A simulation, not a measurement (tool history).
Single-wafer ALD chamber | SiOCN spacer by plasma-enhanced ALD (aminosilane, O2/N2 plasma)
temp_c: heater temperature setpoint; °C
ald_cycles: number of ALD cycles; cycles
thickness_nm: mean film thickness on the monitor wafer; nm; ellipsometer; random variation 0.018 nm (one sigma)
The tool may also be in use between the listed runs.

Run 1, hour 0: temp_c 380 °C, ald_cycles 73 cycles. Result: thickness_nm 4.5155 nm.
Run 2, hour 0.8: temp_c 380 °C, ald_cycles 69 cycles. Result: thickness_nm 4.2662 nm.
Run 3, hour 7.6: temp_c 374 °C, ald_cycles 69 cycles. Result: thickness_nm 4.2384 nm.
Run 4, hour 14.7: temp_c 374 °C, ald_cycles 66 cycles. Result: thickness_nm 4.0668 nm.
Run 5, hour 16.4: temp_c 368 °C, ald_cycles 66 cycles. Result: thickness_nm 4.0763 nm.
Run 6, hour 17.4: temp_c 368 °C, ald_cycles 64 cycles. Result: thickness_nm 3.9898 nm.

The next listed run, before its measurement:
Run 7, hour 22.2: temp_c 368 °C, ald_cycles 62 cycles. Result: thickness_nm ?.

thickness_nm: 3.8101 nm
